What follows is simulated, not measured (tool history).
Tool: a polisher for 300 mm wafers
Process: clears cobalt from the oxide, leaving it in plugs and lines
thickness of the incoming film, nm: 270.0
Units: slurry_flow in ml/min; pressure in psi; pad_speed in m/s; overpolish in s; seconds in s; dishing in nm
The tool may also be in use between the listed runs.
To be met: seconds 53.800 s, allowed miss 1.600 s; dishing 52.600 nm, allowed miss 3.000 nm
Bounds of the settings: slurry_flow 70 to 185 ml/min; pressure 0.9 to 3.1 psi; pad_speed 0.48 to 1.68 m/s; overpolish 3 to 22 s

run  hour  slurry_flow  pressure  pad_speed  overpolish  seconds  dishing
  1   0.0          120       2.0       1.08          11   54.753   38.187
  2   0.7          120       2.0       1.22          11   48.772   40.489
  3   8.9          140       2.0       1.22          11   47.698   40.698
  4  11.2          140       2.0       1.22          12   47.239   45.503
  5  13.7          140       2.0       0.94          12   59.576   38.836
  6  14.8          140       2.0       1.18          12   48.723   42.939
  7  21.7          135       2.0       1.18          13   49.129   45.436
  8  24.5          130       2.0       1.18          13   49.699   44.708
  9  30.6          130       2.0       1.18          14   49.925   46.309
 10  33.2          130       2.0       1.18          15   49.518   48.825

Which of these 5 next moves meets every target?
  A  35.8          105       1.9       1.20          19        ?        ?
  B  35.8          130       2.3       1.06          15        ?        ?
  C  35.8          180       2.0       1.24          12        ?        ?
  D  35.8          120       2.0       1.30          15        ?        ?
  E  35.8          115       1.9       1.38          14        ?        ?

move  seconds  dishing
   A   53.569   52.243
   B   47.413   49.400
   C   44.929   45.103
   D   46.191   50.038
   E   46.451   48.168
A: meets every target
B: further off than the last run
C: further off than the last run
D: further off than the last run
E: further off than the last run
The right move is A.
